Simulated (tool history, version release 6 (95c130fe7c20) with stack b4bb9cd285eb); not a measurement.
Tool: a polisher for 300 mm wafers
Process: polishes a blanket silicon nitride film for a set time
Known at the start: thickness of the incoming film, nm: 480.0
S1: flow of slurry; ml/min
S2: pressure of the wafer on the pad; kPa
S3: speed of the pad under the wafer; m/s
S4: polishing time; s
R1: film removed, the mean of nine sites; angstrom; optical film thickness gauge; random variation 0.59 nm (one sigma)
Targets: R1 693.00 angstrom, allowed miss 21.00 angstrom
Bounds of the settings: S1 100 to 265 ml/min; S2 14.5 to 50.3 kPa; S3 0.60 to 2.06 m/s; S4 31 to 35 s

run,hour,S1,S2,S3,S4,R1
1,0.0,170,32.4,1.32,35,1065.50
2,1.0,170,32.4,1.14,35,969.86
3,7.7,170,31.7,1.14,35,947.57
4,15.6,170,31.7,1.14,35,953.22
5,17.6,170,35.9,1.14,35,1088.30
6,19.1,190,35.9,1.14,35,1088.40
7,19.7,190,34.5,1.14,35,1035.50
8,23.9,190,33.1,1.14,35,993.84
9,25.1,190,31.7,1.14,35,950.18

5 next moves are on the table. One of them brings every result within its allowed miss. Which?
A,26.3,150,24.8,0.98,33,?
B,26.3,175,26.9,0.96,31,?
C,26.3,175,44.8,1.64,35,?
D,26.3,155,29.6,0.90,32,?
E,26.3,195,24.8,1.02,31,?

move,R1
A,629.71
B,646.25
C,1647.30
D,695.25
E,627.86
A: takes the result that was furthest off past its target
B: takes the result that was furthest off past its target
C: further off than the last run
D: meets every target
E: takes the result that was furthest off past its target
Answer: D

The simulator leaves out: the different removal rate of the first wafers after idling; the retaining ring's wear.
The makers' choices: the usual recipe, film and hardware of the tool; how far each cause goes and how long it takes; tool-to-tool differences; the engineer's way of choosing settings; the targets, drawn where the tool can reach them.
